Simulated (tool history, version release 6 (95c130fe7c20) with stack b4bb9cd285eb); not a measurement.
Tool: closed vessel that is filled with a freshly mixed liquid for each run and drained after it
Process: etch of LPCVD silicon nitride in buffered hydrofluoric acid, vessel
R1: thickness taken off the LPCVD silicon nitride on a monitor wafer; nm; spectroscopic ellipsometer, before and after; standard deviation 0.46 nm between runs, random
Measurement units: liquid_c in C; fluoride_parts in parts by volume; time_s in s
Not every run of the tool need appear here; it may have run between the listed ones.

{"run": 1, "hour": 0.0, "liquid_c": 21, "fluoride_parts": 10, "time_s": 2970, "R1": 28.913}
{"run": 2, "hour": 7.1, "liquid_c": 21, "fluoride_parts": 10, "time_s": 3175, "R1": 30.757}
{"run": 3, "hour": 9.0, "liquid_c": 22, "fluoride_parts": 9.5, "time_s": 3175, "R1": 34.042}
{"run": 4, "hour": 14.2, "liquid_c": 23, "fluoride_parts": 9, "time_s": 3175, "R1": 38.283}
{"run": 5, "hour": 21.0, "liquid_c": 26.5, "fluoride_parts": 9, "time_s": 3175, "R1": 46.57}
{"run": 6, "hour": 30.6, "liquid_c": 27, "fluoride_parts": 8.5, "time_s": 3175, "R1": 49.519}
{"run": 7, "hour": 38.4, "liquid_c": 27.5, "fluoride_parts": 8, "time_s": 3175, "R1": 53.204}

Forecast run 8:
{"run": 8, "hour": 39.8, "liquid_c": 29, "fluoride_parts": 6.5, "time_s": 3175, "R1": "?"}

R1: 72.24 nm
